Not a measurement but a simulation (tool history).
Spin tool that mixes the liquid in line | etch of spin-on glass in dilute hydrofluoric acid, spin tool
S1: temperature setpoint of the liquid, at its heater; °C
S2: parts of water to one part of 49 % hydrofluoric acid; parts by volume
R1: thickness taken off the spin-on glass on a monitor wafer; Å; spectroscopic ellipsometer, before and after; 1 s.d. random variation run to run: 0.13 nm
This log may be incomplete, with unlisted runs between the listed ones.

Run 1, hour 0: S1 24 °C, S2 260 parts by volume, time under the liquid (s) 310. Result: R1 592.58 Å.
Run 2, hour 8.4: S1 24 °C, S2 185 parts by volume, time under the liquid (s) 310. Result: R1 900.92 Å.
Run 3, hour 16.5: S1 24 °C, S2 110 parts by volume, time under the liquid (s) 310. Result: R1 1642.5 Å.
Run 4, hour 18: S1 23 °C, S2 140 parts by volume, time under the liquid (s) 310. Result: R1 1199.2 Å.
Run 5, hour 22.7: S1 19.5 °C, S2 140 parts by volume, time under the liquid (s) 310. Result: R1 1042.1 Å.
Run 6, hour 30.8: S1 19.5 °C, S2 140 parts by volume, time under the liquid (s) 335. Result: R1 1132.3 Å.
Run 7, hour 34.8: S1 19 °C, S2 165 parts by volume, time under the liquid (s) 335. Result: R1 920.39 Å.
Run 8, hour 43.2: S1 17 °C, S2 270 parts by volume, time under the liquid (s) 335. Result: R1 471.69 Å.
Run 9, hour 49.5: S1 17 °C, S2 275 parts by volume, time under the liquid (s) 335. Result: R1 458.64 Å.

Expected results for the next run?
Run 10, hour 53.4: S1 17 °C, S2 280 parts by volume, time under the liquid (s) 335. Result: R1 ?.

R1: 450.7 Å
